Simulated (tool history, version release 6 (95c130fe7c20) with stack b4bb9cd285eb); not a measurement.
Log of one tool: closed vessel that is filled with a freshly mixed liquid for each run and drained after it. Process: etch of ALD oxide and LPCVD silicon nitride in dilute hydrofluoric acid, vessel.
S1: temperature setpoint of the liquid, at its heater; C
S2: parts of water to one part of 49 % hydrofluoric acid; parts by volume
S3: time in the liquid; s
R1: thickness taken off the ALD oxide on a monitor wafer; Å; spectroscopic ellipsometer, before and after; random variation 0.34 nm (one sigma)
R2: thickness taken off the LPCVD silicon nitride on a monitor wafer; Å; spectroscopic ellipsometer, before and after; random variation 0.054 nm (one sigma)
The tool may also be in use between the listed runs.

run 1 hour=0 | S1=20 S2=220 S3=295 | R1=207.26 R2=4.7108
run 2 hour=3 | S1=18 S2=220 S3=295 | R1=191.6 R2=4.498
run 3 hour=9.1 | S1=19.5 S2=220 S3=295 | R1=202.47 R2=4.6804
run 4 hour=12.6 | S1=19.5 S2=290 S3=295 | R1=146.73 R2=3.5688
run 5 hour=18.6 | S1=20.5 S2=265 S3=295 | R1=167.51 R2=4.0063
run 6 hour=24.8 | S1=21.5 S2=245 S3=295 | R1=193.79 R2=5.3076
run 7 hour=25.8 | S1=21.5 S2=220 S3=295 | R1=219.12 R2=5.5855
run 8 hour=32.9 | S1=22 S2=205 S3=295 | R1=240.97 R2=6.0669
run 9 hour=35.7 | S1=22.5 S2=190 S3=295 | R1=270.89 R2=6.122
run 10 hour=41 | S1=23.5 S2=185 S3=300 | R1=289.87 R2=7.3284

Run 11 comes next. What will it give?
run 11 hour=45.9 | S1=24 S2=175 S3=300 | R1=? R2=?

{"run 11": {"R1": 319.27, "R2": 7.8433}}
